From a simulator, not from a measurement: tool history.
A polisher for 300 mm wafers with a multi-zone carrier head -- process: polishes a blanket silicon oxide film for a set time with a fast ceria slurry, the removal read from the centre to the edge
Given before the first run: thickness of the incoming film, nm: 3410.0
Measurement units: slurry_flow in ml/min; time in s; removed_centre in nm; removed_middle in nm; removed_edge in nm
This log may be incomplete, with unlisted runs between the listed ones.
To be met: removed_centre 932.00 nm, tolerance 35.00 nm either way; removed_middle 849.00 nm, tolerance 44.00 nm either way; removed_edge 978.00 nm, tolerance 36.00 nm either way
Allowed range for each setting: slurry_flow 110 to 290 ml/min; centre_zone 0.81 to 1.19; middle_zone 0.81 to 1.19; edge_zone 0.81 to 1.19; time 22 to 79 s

| run | hour | slurry_flow | centre_zone | middle_zone | edge_zone | time | removed_centre | removed_middle | removed_edge |
|---|---|---|---|---|---|---|---|---|---|
| 1 | 0.0 | 185 | 1.00 | 1.00 | 1.00 | 50 | 1283.00 | 1132.80 | 1175.70 |
| 2 | 7.1 | 155 | 1.00 | 1.00 | 1.00 | 50 | 1207.80 | 1110.70 | 1136.50 |
| 3 | 13.2 | 155 | 0.91 | 1.00 | 1.00 | 50 | 1098.10 | 1073.40 | 1109.80 |
| 4 | 20.8 | 155 | 0.90 | 0.98 | 0.99 | 50 | 1099.50 | 1086.60 | 1100.60 |
| 5 | 22.5 | 155 | 0.90 | 0.98 | 0.99 | 45 | 988.10 | 974.50 | 1026.90 |
| 6 | 26.0 | 150 | 0.90 | 0.97 | 0.99 | 45 | 993.25 | 970.56 | 998.52 |
|  | 30.1 | centre zone pressure recalibrated |
| 7 | 30.1 | 140 | 0.85 | 0.87 | 1.08 | 44 | 807.52 | 851.88 | 1024.10 |
| 8 | 37.4 | 145 | 0.86 | 0.87 | 1.07 | 44 | 810.17 | 863.55 | 1020.10 |
| 9 | 40.6 | 145 | 0.88 | 0.87 | 1.06 | 44 | 834.50 | 851.72 | 1017.70 |
| 10 | 44.1 | 150 | 0.89 | 0.87 | 1.05 | 44 | 858.45 | 874.86 | 1027.00 |
| 11 | 50.7 | 150 | 0.90 | 0.87 | 1.04 | 44 | 851.74 | 857.09 | 1015.80 |

Of the 4 settings listed for the next run, only one would bring every result within its allowed miss of target. Which one?
| A | 57.3 | 110 | 0.83 | 0.94 | 1.10 | 46 | ? | ? | ? |
| B | 57.3 | 140 | 0.99 | 0.87 | 0.97 | 44 | ? | ? | ? |
| C | 57.3 | 110 | 0.81 | 0.86 | 1.06 | 48 | ? | ? | ? |
| D | 57.3 | 125 | 0.88 | 0.93 | 1.10 | 47 | ? | ? | ? |

| move | removed_centre | removed_middle | removed_edge |
|---|---|---|---|
| A | 767.73 | 903.38 | 1026.50 |
| B | 946.27 | 865.44 | 967.50 |
| C | 781.19 | 875.74 | 1052.60 |
| D | 868.98 | 949.73 | 1076.50 |
A: misses by more than the last run did
B: hits every target within its allowed miss
C: misses by more than the last run did
D: misses by more than the last run did
So the answer is move B, the one that meets all the targets.

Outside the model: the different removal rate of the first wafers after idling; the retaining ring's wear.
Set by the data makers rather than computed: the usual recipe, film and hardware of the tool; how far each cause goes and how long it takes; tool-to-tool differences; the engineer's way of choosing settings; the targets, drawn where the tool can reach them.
